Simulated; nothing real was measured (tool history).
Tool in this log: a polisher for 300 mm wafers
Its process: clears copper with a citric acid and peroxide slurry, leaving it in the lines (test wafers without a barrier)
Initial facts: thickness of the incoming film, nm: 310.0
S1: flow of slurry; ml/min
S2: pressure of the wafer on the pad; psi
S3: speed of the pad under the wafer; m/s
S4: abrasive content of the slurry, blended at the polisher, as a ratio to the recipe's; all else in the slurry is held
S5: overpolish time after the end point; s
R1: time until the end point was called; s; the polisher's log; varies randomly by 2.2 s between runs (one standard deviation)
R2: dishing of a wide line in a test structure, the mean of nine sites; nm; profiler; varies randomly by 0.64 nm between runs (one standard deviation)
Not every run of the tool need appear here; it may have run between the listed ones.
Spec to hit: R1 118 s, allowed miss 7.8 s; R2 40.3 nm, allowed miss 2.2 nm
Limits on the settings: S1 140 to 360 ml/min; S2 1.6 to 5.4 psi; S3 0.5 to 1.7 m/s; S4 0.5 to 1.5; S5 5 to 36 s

run	hour	S1	S2	S3	S4	S5	R1	R2
1	0	230	3.5	1.1	1	18	127.86	28.024
2	1.6	230	3.5	1.1	0.85	18	135.07	27.01
3	10.6	265	3.5	1.1	0.85	18	129.13	27.147
4	18.6	265	3.5	1.32	0.85	18	116.27	29.44
5	24.5	265	3.5	1.32	0.85	20	115.8	32.582
6	29.8	265	3.5	1.32	0.85	21	119.51	34.476
7	37.3	265	3.5	1.32	0.85	22	115.68	35.474
8	41.4	265	3.5	1.32	0.85	23	112.43	36.021
9	49.4	260	3.4	1.32	0.85	24	116.17	36.744

Next run, 4 choices. One meets every target within its allowed miss, the rest don't. Which?
A	57.4	245	3.3	1.42	0.7	21	?	?
B	57.4	325	4	1.16	0.85	20	?	?
C	57.4	305	3.7	1.14	0.9	27	?	?
D	57.4	205	3.3	1.22	0.85	23	?	?

move	R1	R2
A	118.52	33.444
B	116.07	32.909
C	122.74	39.405
D	130.82	33.259
A: the biggest miss grows against the last run
B: the biggest miss grows against the last run
C: all results in spec
D: the biggest miss grows against the last run
C meets every target.

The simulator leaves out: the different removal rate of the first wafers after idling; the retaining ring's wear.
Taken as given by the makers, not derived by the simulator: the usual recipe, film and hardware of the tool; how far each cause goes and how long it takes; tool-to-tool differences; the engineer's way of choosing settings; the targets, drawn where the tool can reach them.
